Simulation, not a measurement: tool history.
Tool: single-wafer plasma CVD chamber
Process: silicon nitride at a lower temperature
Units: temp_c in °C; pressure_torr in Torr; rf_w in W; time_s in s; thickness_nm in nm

run 1 hour=0.0 | temp_c=360 pressure_torr=1.96 rf_w=270 time_s=13.7 | thickness_nm=16.464
run 2 hour=1.4 | temp_c=360 pressure_torr=1.77 rf_w=270 time_s=13.7 | thickness_nm=15.731
run 3 hour=4.5 | temp_c=360 pressure_torr=1.77 rf_w=255 time_s=13.7 | thickness_nm=15.257
run 4 hour=10.1 | temp_c=360 pressure_torr=1.77 rf_w=255 time_s=13.7 | thickness_nm=15.216
run 5 hour=17.9 | temp_c=360 pressure_torr=2.11 rf_w=255 time_s=13.7 | thickness_nm=16.316
run 6 hour=24.2 | temp_c=360 pressure_torr=2.11 rf_w=280 time_s=13.7 | thickness_nm=17.233
run 7 hour=31.0 | temp_c=360 pressure_torr=1.93 rf_w=275 time_s=13.7 | thickness_nm=16.543
run 8 hour=38.4 | temp_c=360 pressure_torr=1.78 rf_w=275 time_s=13.7 | thickness_nm=15.830
run 9 hour=44.1 | temp_c=360 pressure_torr=1.69 rf_w=275 time_s=13.7 | thickness_nm=15.552
run 10 hour=47.2 | temp_c=360 pressure_torr=1.62 rf_w=275 time_s=13.7 | thickness_nm=15.255

Run 11 comes next. What will it give?
run 11 hour=47.9 | temp_c=360 pressure_torr=1.57 rf_w=275 time_s=13.7 | thickness_nm=?

Run 11 gave thickness_nm 14.974 nm.
